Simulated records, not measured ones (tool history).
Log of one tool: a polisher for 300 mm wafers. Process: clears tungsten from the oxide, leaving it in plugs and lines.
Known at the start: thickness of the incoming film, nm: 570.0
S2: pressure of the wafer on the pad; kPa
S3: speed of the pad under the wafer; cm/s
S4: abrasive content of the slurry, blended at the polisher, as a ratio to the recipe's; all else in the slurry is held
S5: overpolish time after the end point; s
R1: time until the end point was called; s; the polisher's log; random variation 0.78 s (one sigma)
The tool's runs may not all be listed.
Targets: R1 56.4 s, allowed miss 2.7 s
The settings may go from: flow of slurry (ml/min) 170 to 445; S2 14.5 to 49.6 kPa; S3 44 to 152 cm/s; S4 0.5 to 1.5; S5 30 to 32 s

{"run": 1, "hour": 0.0, "flow of slurry (ml/min)": 285, "S2": 31.7, "S3": 98, "S4": 1, "S5": 30, "R1": 78.275}
{"run": 2, "hour": 8.7, "flow of slurry (ml/min)": 285, "S2": 31.7, "S3": 112, "S4": 1, "S5": 30, "R1": 67.091}
{"run": 3, "hour": 17.0, "flow of slurry (ml/min)": 285, "S2": 31.7, "S3": 124, "S4": 1, "S5": 30, "R1": 62.049}
{"run": 4, "hour": 25.1, "flow of slurry (ml/min)": 285, "S2": 31.7, "S3": 102, "S4": 1, "S5": 30, "R1": 73.775}
{"run": 5, "hour": 28.3, "flow of slurry (ml/min)": 285, "S2": 33.1, "S3": 102, "S4": 1, "S5": 30, "R1": 72.044}
{"run": 6, "hour": 29.3, "flow of slurry (ml/min)": 285, "S2": 33.1, "S3": 114, "S4": 1, "S5": 30, "R1": 63.221}
{"run": 7, "hour": 30.6, "flow of slurry (ml/min)": 285, "S2": 33.8, "S3": 114, "S4": 1, "S5": 30, "R1": 62.564}
{"run": 8, "hour": 37.1, "flow of slurry (ml/min)": 285, "S2": 34.5, "S3": 114, "S4": 1, "S5": 30, "R1": 60.609}

4 next moves are on the table. One of them brings every result within its allowed miss. Which?
{"run": "A", "hour": 43.6, "flow of slurry (ml/min)": 305, "S2": 39.3, "S3": 128, "S4": 0.95, "S5": 32, "R1": "?"}
{"run": "B", "hour": 43.6, "flow of slurry (ml/min)": 300, "S2": 47.6, "S3": 102, "S4": 1, "S5": 30, "R1": "?"}
{"run": "C", "hour": 43.6, "flow of slurry (ml/min)": 210, "S2": 43.4, "S3": 112, "S4": 0.7, "S5": 32, "R1": "?"}
{"run": "D", "hour": 43.6, "flow of slurry (ml/min)": 320, "S2": 41.4, "S3": 112, "S4": 1.1, "S5": 30, "R1": "?"}

move=A R1=48.583
move=B R1=49.571
move=C R1=57.223
move=D R1=50.168
A: takes the result that was furthest off past its target
B: takes the result that was furthest off past its target
C: meets every target
D: takes the result that was furthest off past its target
Move C is the one to make.
